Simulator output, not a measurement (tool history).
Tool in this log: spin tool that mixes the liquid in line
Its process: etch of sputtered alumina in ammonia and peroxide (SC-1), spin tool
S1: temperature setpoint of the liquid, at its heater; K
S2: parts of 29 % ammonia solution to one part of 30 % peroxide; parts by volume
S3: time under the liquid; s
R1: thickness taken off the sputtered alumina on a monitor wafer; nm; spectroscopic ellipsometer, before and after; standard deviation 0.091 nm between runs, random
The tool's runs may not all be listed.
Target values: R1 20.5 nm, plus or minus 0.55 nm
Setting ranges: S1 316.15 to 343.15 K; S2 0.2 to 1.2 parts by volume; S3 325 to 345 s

run 1 hour=0 | S1=332.15 S2=1 S3=325 | R1=21.208
run 2 hour=8 | S1=332.15 S2=1.15 S3=325 | R1=21.382
run 3 hour=15.3 | S1=338.15 S2=1.15 S3=325 | R1=29.098
run 4 hour=18.9 | S1=337.15 S2=1.15 S3=325 | R1=27.617
run 5 hour=22.3 | S1=341.15 S2=1.15 S3=325 | R1=33.877
-- hour=28.9 heated supply line repaired
run 6 hour=28.9 | S1=341.15 S2=1.15 S3=345 | R1=40.862
run 7 hour=30.7 | S1=339.65 S2=1.15 S3=345 | R1=37.805
run 8 hour=38.7 | S1=339.65 S2=1.15 S3=345 | R1=38.08
run 9 hour=42.2 | S1=338.15 S2=1.15 S3=345 | R1=35.373
run 10 hour=44 | S1=330.15 S2=1.1 S3=345 | R1=23.332
run 11 hour=44.8 | S1=329.65 S2=1.1 S3=345 | R1=22.673
run 12 hour=47 | S1=329.65 S2=1.1 S3=345 | R1=22.835
run 13 hour=51.7 | S1=327.15 S2=1.1 S3=345 | R1=19.753

Which single option among these 5 for the next run brings every result within its allowed miss of target? Just one does.
run A hour=56.4 | S1=326.65 S2=1 S3=340 | R1=?
run B hour=56.4 | S1=328.15 S2=0.55 S3=340 | R1=?
run C hour=56.4 | S1=326.65 S2=0.95 S3=340 | R1=?
run D hour=56.4 | S1=326.15 S2=1.05 S3=345 | R1=?
run E hour=56.4 | S1=329.15 S2=0.7 S3=330 | R1=?

move=A R1=18.965
move=B R1=19.414
move=C R1=18.873
move=D R1=18.82
move=E R1=20.326
A: the biggest miss grows against the last run
B: the biggest miss grows against the last run
C: the biggest miss grows against the last run
D: the biggest miss grows against the last run
E: each result inside its tolerance
Go with E: it meets all targets.

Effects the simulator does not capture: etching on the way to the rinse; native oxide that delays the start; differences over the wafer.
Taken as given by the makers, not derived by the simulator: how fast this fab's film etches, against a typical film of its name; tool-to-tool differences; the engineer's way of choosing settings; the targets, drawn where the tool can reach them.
